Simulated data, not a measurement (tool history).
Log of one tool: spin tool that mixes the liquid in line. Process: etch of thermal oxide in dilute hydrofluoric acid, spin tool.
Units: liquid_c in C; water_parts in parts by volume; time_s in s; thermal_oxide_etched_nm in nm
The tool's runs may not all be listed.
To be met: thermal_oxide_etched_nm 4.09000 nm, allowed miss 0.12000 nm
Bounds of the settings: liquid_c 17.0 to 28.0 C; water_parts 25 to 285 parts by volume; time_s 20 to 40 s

run	hour	liquid_c	water_parts	time_s	thermal_oxide_etched_nm
1	0.0	20.0	155	40	1.07640
2	4.6	22.0	125	40	1.49880
3	5.5	22.0	170	40	1.06510
4	10.5	18.5	170	40	0.91376
5	14.3	20.5	140	40	1.23630
6	19.6	22.0	115	40	1.64280
7	22.9	23.5	95	40	2.14980
8	29.4	24.5	85	40	2.51620
9	31.3	25.5	80	40	2.78940
10	37.5	26.0	75	40	3.10470
11	44.8	26.5	70	40	3.38660
12	48.3	27.0	70	40	3.50160
13	56.5	27.5	65	40	3.82860

5 next moves are on the table. One of them brings every result within its allowed miss. Which?
A	64.7	28.0	70	40	?
B	64.7	25.5	60	40	?
C	64.7	26.0	65	40	?
D	64.7	27.0	65	40	?
E	64.7	26.5	60	40	?

move	thermal_oxide_etched_nm
A	3.62590
B	3.88350
C	3.63270
D	3.78030
E	4.04260
A: further off than the last run
B: nearer than the last run, and not there yet
C: further off than the last run
D: further off than the last run
E: meets every target
The right move is E.
